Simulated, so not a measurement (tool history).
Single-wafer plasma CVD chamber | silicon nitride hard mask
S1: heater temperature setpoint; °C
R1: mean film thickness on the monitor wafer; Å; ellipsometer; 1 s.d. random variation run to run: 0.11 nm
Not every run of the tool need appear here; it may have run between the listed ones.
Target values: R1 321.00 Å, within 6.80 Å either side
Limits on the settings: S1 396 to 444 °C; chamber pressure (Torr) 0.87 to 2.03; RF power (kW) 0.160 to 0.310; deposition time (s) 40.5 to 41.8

{"run": 1, "hour": 0.0, "S1": 420, "chamber pressure (Torr)": 1.45, "RF power (kW)": 0.235, "deposition time (s)": 40.5, "R1": 392.5}
{"run": 2, "hour": 6.3, "S1": 420, "chamber pressure (Torr)": 1.6, "RF power (kW)": 0.235, "deposition time (s)": 40.5, "R1": 405.23}
{"run": 3, "hour": 13.6, "S1": 420, "chamber pressure (Torr)": 1.43, "RF power (kW)": 0.235, "deposition time (s)": 40.5, "R1": 388.58}
{"run": 4, "hour": 21.3, "S1": 420, "chamber pressure (Torr)": 1.43, "RF power (kW)": 0.21, "deposition time (s)": 40.5, "R1": 356.93}
{"run": 5, "hour": 24.3, "S1": 420, "chamber pressure (Torr)": 1.34, "RF power (kW)": 0.21, "deposition time (s)": 40.5, "R1": 348.4}
{"run": 6, "hour": 30.9, "S1": 420, "chamber pressure (Torr)": 1.34, "RF power (kW)": 0.235, "deposition time (s)": 40.5, "R1": 382.86}
{"run": 7, "hour": 37.0, "S1": 420, "chamber pressure (Torr)": 1.24, "RF power (kW)": 0.23, "deposition time (s)": 40.5, "R1": 363.64}
{"run": 8, "hour": 44.9, "S1": 420, "chamber pressure (Torr)": 1.16, "RF power (kW)": 0.225, "deposition time (s)": 40.5, "R1": 351.58}
{"run": 9, "hour": 50.5, "S1": 420, "chamber pressure (Torr)": 1.1, "RF power (kW)": 0.225, "deposition time (s)": 40.5, "R1": 345.39}
{"run": 10, "hour": 58.9, "S1": 420, "chamber pressure (Torr)": 1.05, "RF power (kW)": 0.225, "deposition time (s)": 40.5, "R1": 339.83}
{"run": 11, "hour": 64.9, "S1": 420, "chamber pressure (Torr)": 1.01, "RF power (kW)": 0.225, "deposition time (s)": 40.5, "R1": 335.24}
{"run": 12, "hour": 66.4, "S1": 420, "chamber pressure (Torr)": 0.98, "RF power (kW)": 0.225, "deposition time (s)": 40.5, "R1": 331.37}

Consider the 5 candidate settings below. Which is the only one whose results all fall within their allowed miss of target?
{"run": "A", "hour": 67.9, "S1": 435, "chamber pressure (Torr)": 1.32, "RF power (kW)": 0.195, "deposition time (s)": 41.8, "R1": "?"}
{"run": "B", "hour": 67.9, "S1": 413, "chamber pressure (Torr)": 0.88, "RF power (kW)": 0.22, "deposition time (s)": 40.5, "R1": "?"}
{"run": "C", "hour": 67.9, "S1": 419, "chamber pressure (Torr)": 0.95, "RF power (kW)": 0.21, "deposition time (s)": 40.5, "R1": "?"}
{"run": "D", "hour": 67.9, "S1": 426, "chamber pressure (Torr)": 1.07, "RF power (kW)": 0.2, "deposition time (s)": 40.5, "R1": "?"}
{"run": "E", "hour": 67.9, "S1": 422, "chamber pressure (Torr)": 1.03, "RF power (kW)": 0.215, "deposition time (s)": 40.5, "R1": "?"}

move=A R1=332.84
move=B R1=309.94
move=C R1=307.10
move=D R1=307.42
move=E R1=322.64
A: moves away from the targets compared with the last run
B: takes the result that was furthest off past its target
C: takes the result that was furthest off past its target
D: takes the result that was furthest off past its target
E: hits every target within its allowed miss
Go with E: it meets all targets.
